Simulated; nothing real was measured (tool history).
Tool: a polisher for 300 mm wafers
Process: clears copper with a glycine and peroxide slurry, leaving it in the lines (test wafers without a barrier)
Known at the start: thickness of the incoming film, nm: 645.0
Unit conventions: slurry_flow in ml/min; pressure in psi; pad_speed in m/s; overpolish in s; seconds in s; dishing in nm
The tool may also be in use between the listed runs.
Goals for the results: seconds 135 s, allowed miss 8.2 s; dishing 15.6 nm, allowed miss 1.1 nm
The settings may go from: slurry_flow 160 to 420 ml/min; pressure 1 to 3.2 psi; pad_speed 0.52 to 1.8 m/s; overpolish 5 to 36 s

run 1 day=0 | slurry_flow=270 pressure=2.1 pad_speed=1.16 overpolish=18 | seconds=152.09 dishing=34.473
run 2 day=0.254 | slurry_flow=270 pressure=2.3 pad_speed=1.16 overpolish=18 | seconds=141.49 dishing=35.35
run 3 day=0.592 | slurry_flow=335 pressure=2.3 pad_speed=1.16 overpolish=18 | seconds=143.31 dishing=34.88
run 4 day=0.775 | slurry_flow=365 pressure=1.9 pad_speed=1.34 overpolish=14 | seconds=145.96 dishing=30.612
-- day=0.912 slurry nozzle cleaned
run 5 day=0.912 | slurry_flow=335 pressure=1.9 pad_speed=1.34 overpolish=14 | seconds=148.27 dishing=31.374
run 6 day=1.062 | slurry_flow=365 pressure=2.3 pad_speed=1.08 overpolish=11 | seconds=150.95 dishing=26.336
run 7 day=1.388 | slurry_flow=385 pressure=2.6 pad_speed=0.92 overpolish=9 | seconds=149.08 dishing=23.325
run 8 day=1.533 | slurry_flow=420 pressure=3.2 pad_speed=0.6 overpolish=5 | seconds=188.34 dishing=12.553
run 9 day=1.558 | slurry_flow=420 pressure=3.2 pad_speed=0.7 overpolish=5 | seconds=155.98 dishing=14.092
run 10 day=1.854 | slurry_flow=420 pressure=3.2 pad_speed=0.74 overpolish=5 | seconds=151.64 dishing=14.389
run 11 day=1.979 | slurry_flow=420 pressure=3.2 pad_speed=0.78 overpolish=5 | seconds=145.44 dishing=14.683
run 12 day=2.038 | slurry_flow=420 pressure=3.2 pad_speed=0.8 overpolish=5 | seconds=144.81 dishing=14.952

Which of these 5 next moves meets every target?
run A day=2.096 | slurry_flow=420 pressure=3.2 pad_speed=1 overpolish=5 | seconds=? dishing=?
run B day=2.096 | slurry_flow=420 pressure=3.2 pad_speed=0.86 overpolish=5 | seconds=? dishing=?
run C day=2.096 | slurry_flow=385 pressure=3.1 pad_speed=1.12 overpolish=5 | seconds=? dishing=?
run D day=2.096 | slurry_flow=370 pressure=3.2 pad_speed=0.7 overpolish=5 | seconds=? dishing=?
run E day=2.096 | slurry_flow=420 pressure=3.2 pad_speed=1.08 overpolish=5 | seconds=? dishing=?

move=A seconds=116.83 dishing=17.955
move=B seconds=132.46 dishing=16.27
move=C seconds=109.58 dishing=18.838
move=D seconds=157.65 dishing=14.119
move=E seconds=109.45 dishing=18.875
A: takes the biggest miss from the last run beyond its target
B: every result lands within tolerance
C: takes the biggest miss from the last run beyond its target
D: its largest miss is bigger than the last run's
E: takes the biggest miss from the last run beyond its target
Go with B: it meets all targets.
